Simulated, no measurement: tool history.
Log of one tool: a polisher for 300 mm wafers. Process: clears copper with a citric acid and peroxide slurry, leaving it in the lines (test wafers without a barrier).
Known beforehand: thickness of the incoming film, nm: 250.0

run,hour,flow of slurry (ml/min),pressure of the wafer on the pad (kPa),speed of the pad under the wafer (cm/s),abrasive content of the slurry,overpolish time after the end point (s),time until the end point was called (s),dishing of a wide line in a test structure (angstrom)
1,0,245,13.8,130,1,8,106.03,117.71
2,1.5,245,13.8,130,0.85,8,110.48,117.12
3,7.1,245,13.8,132,0.9,7,108.46,104.91
4,8.3,245,13.8,132,0.95,6,106.44,93.754
5,10.3,245,13.8,132,1,6,104.65,92.225
6,16.6,245,13.8,132,1,3,110.1,47.215
7,19.9,250,13.8,130,1.05,3,104.7,47.043
8,21.3,255,13.8,130,1.1,3,107.01,48.847

Run 9 is up next; what results do you expect?
9,27,250,14.5,128,1.15,3,?,?

{"run 9": {"time until the end point was called (s)": 106.81, "dishing of a wide line in a test structure (angstrom)": 49.279}}
